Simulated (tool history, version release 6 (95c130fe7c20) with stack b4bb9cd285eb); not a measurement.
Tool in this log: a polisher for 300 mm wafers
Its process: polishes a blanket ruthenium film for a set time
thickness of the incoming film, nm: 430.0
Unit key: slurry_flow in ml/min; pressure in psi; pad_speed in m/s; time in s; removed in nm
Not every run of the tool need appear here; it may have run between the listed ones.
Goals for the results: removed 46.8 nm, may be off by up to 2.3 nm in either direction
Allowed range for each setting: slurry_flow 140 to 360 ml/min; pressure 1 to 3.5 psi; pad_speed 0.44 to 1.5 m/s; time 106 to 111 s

Run 1, day 0: slurry_flow 230 ml/min, pressure 2.2 psi, pad_speed 0.96 m/s, time 106 s. Result: removed 134.38 nm.
Run 2, day 0.229: slurry_flow 230 ml/min, pressure 2.7 psi, pad_speed 0.96 m/s, time 106 s. Result: removed 161.81 nm.
Run 3, day 0.283: slurry_flow 205 ml/min, pressure 2.1 psi, pad_speed 0.78 m/s, time 106 s. Result: removed 103.38 nm.
Run 4, day 0.529: slurry_flow 205 ml/min, pressure 2.1 psi, pad_speed 0.58 m/s, time 106 s. Result: removed 81.989 nm.
Run 5, day 0.812: slurry_flow 165 ml/min, pressure 2.1 psi, pad_speed 0.58 m/s, time 106 s. Result: removed 76.887 nm.
Run 6, day 0.996: slurry_flow 160 ml/min, pressure 1.7 psi, pad_speed 0.56 m/s, time 106 s. Result: removed 61.546 nm.
Run 7, day 1.2: slurry_flow 155 ml/min, pressure 1.5 psi, pad_speed 0.56 m/s, time 106 s. Result: removed 54.238 nm.
Run 8, day 1.333: slurry_flow 155 ml/min, pressure 1.4 psi, pad_speed 0.56 m/s, time 106 s. Result: removed 49.278 nm.

Which of these 4 next moves meets every target?
Run A, day 1.467: slurry_flow 170 ml/min, pressure 1.1 psi, pad_speed 0.56 m/s, time 108 s. Result: removed ?.
Run B, day 1.467: slurry_flow 150 ml/min, pressure 1 psi, pad_speed 0.72 m/s, time 107 s. Result: removed ?.
Run C, day 1.467: slurry_flow 140 ml/min, pressure 1 psi, pad_speed 0.68 m/s, time 107 s. Result: removed ?.
Run D, day 1.467: slurry_flow 140 ml/min, pressure 1.3 psi, pad_speed 0.46 m/s, time 111 s. Result: removed ?.

move  removed
   A   41.921
   B   46.227
   C   43.268
   D   40.985
A: carries the result that was furthest off beyond its target, to the other side
B: hits every target within its allowed miss
C: carries the result that was furthest off beyond its target, to the other side
D: carries the result that was furthest off beyond its target, to the other side
The move that meets every target is B.
